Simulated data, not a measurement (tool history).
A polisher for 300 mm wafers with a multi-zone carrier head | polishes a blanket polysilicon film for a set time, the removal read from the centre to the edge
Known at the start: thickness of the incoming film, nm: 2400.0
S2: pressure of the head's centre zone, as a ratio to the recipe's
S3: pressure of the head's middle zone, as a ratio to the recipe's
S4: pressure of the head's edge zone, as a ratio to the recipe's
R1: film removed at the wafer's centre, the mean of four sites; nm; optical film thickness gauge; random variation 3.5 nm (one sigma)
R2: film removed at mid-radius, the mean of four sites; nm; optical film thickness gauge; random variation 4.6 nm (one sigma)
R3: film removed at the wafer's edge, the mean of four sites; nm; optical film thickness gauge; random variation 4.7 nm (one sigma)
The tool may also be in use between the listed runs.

{"run": 1, "hour": 0.0, "flow of slurry (ml/min)": 210, "S2": 1, "S3": 1, "S4": 1, "polishing time (s)": 69, "R1": 487.24, "R2": 487.89, "R3": 507.26}
{"run": 2, "hour": 6.8, "flow of slurry (ml/min)": 210, "S2": 1, "S3": 1.05, "S4": 1, "polishing time (s)": 69, "R1": 497.44, "R2": 502.49, "R3": 501.64}
{"run": 3, "hour": 13.0, "flow of slurry (ml/min)": 205, "S2": 0.97, "S3": 1.05, "S4": 0.98, "polishing time (s)": 66, "R1": 456, "R2": 495.86, "R3": 477.12}
{"run": 4, "hour": 18.1, "flow of slurry (ml/min)": 205, "S2": 0.97, "S3": 1.05, "S4": 0.91, "polishing time (s)": 66, "R1": 453.75, "R2": 476.17, "R3": 454.85}
{"run": 5, "hour": 25.7, "flow of slurry (ml/min)": 225, "S2": 0.97, "S3": 1.05, "S4": 0.91, "polishing time (s)": 66, "R1": 470.45, "R2": 492.48, "R3": 452.68}
{"run": 6, "hour": 32.7, "flow of slurry (ml/min)": 220, "S2": 0.94, "S3": 1.04, "S4": 0.9, "polishing time (s)": 64, "R1": 435.81, "R2": 474.98, "R3": 445.68}
{"run": 7, "hour": 35.1, "flow of slurry (ml/min)": 215, "S2": 0.92, "S3": 1.03, "S4": 0.89, "polishing time (s)": 62, "R1": 400.46, "R2": 447.75, "R3": 419.13}

Forecast run 8:
{"run": 8, "hour": 42.8, "flow of slurry (ml/min)": 205, "S2": 0.91, "S3": 1.02, "S4": 0.88, "polishing time (s)": 61, "R1": "?", "R2": "?", "R3": "?"}

R1: 397.43 nm
R2: 435.27 nm
R3: 418.31 nm

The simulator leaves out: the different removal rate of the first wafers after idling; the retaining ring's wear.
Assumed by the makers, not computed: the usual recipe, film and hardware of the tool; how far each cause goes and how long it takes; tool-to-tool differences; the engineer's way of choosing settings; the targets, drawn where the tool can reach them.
